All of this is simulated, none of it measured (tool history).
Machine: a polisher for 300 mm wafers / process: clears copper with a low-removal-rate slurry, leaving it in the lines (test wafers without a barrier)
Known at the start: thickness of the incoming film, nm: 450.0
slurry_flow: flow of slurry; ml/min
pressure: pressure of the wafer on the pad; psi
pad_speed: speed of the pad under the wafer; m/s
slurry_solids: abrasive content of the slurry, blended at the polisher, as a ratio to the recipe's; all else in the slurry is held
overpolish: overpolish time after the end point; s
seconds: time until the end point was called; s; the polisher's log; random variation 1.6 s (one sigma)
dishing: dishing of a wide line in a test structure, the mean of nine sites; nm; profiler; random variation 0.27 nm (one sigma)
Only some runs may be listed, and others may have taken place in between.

run 1 hour=0 | slurry_flow=290 pressure=4.1 pad_speed=1.3 slurry_solids=1 overpolish=23 | seconds=70.164 dishing=62.288
run 2 hour=8.9 | slurry_flow=295 pressure=3.4 pad_speed=1.3 slurry_solids=1 overpolish=18 | seconds=80.559 dishing=48.976
run 3 hour=11.7 | slurry_flow=295 pressure=3.4 pad_speed=1.3 slurry_solids=1 overpolish=24 | seconds=81.913 dishing=58.694
run 4 hour=12.9 | slurry_flow=255 pressure=2.9 pad_speed=1.3 slurry_solids=1 overpolish=18 | seconds=98.354 dishing=42.757
run 5 hour=17.8 | slurry_flow=255 pressure=2.9 pad_speed=1.3 slurry_solids=0.85 overpolish=18 | seconds=99.565 dishing=42.668
run 6 hour=24.5 | slurry_flow=230 pressure=2.6 pad_speed=1.38 slurry_solids=0.95 overpolish=14 | seconds=102.82 dishing=34.656
run 7 hour=28.6 | slurry_flow=210 pressure=2.4 pad_speed=1.52 slurry_solids=1.15 overpolish=12 | seconds=96.271 dishing=31.278
run 8 hour=29.2 | slurry_flow=200 pressure=2.2 pad_speed=1.62 slurry_solids=1.25 overpolish=10 | seconds=94.123 dishing=27.238
run 9 hour=30.6 | slurry_flow=190 pressure=2.1 pad_speed=1.7 slurry_solids=1.3 overpolish=9 | seconds=94.821 dishing=24.921
run 10 hour=36.7 | slurry_flow=190 pressure=2.1 pad_speed=1.76 slurry_solids=1.35 overpolish=8 | seconds=92.106 dishing=23.103
run 11 hour=40.4 | slurry_flow=190 pressure=2.2 pad_speed=1.78 slurry_solids=1.35 overpolish=8 | seconds=86.475 dishing=24.484
run 12 hour=49.3 | slurry_flow=190 pressure=2.2 pad_speed=1.8 slurry_solids=1.4 overpolish=8 | seconds=86.366 dishing=24.443

What does the tool deliver on the next run?
run 13 hour=57 | slurry_flow=190 pressure=2.2 pad_speed=1.82 slurry_solids=1.4 overpolish=8 | seconds=? dishing=?

{"run 13": {"seconds": 85.994, "dishing": 25.307}}
